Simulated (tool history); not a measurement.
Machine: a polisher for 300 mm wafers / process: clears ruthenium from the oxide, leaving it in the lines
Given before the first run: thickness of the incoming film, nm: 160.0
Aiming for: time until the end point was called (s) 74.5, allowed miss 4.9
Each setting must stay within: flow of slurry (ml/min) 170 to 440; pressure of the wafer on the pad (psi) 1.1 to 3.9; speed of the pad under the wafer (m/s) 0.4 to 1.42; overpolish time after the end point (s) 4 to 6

run	hour	flow of slurry (ml/min)	pressure of the wafer on the pad (psi)	speed of the pad under the wafer (m/s)	overpolish time after the end point (s)	time until the end point was called (s)
1	0	280	2.5	0.9	6	158.86
2	3.7	280	2.8	0.94	6	140.96
3	4.7	280	2.8	0.84	6	151.37
4	9.5	280	2.8	0.84	4	151.96
5	12.7	280	2.3	0.84	4	191.01
6	14.2	280	2.6	0.9	4	157.43
7	22.5	280	2.6	0.9	4	152.77
8	30.9	280	2.9	0.94	4	129.12
9	39.6	280	2.9	0.94	4	137.95
10	41.3	280	2.9	0.94	4	127.21
11	47.7	280	3.1	0.96	4	125.48
12	48.9	280	3.3	1.02	4	107.66
13	53.2	280	3.3	1.02	4	106.58
14	53.8	285	3.9	1.16	4	79.775

Exercise: of the 5 proposed moves below, exactly one satisfies all targets within the stated allowed misses. Which move is it?
A	54.4	275	3.7	1.2	4	?
B	54.4	255	3.9	1.06	6	?
C	54.4	285	3.9	1.08	4	?
D	54.4	230	3.9	1.1	5	?
E	54.4	260	3.9	1.26	4	?

move	time until the end point was called (s)
A	82.047
B	88.645
C	86.059
D	86.513
E	74.723
A: lands further from the targets than the last run did
B: lands further from the targets than the last run did
C: lands further from the targets than the last run did
D: lands further from the targets than the last run did
E: meets every target
The right move is E.
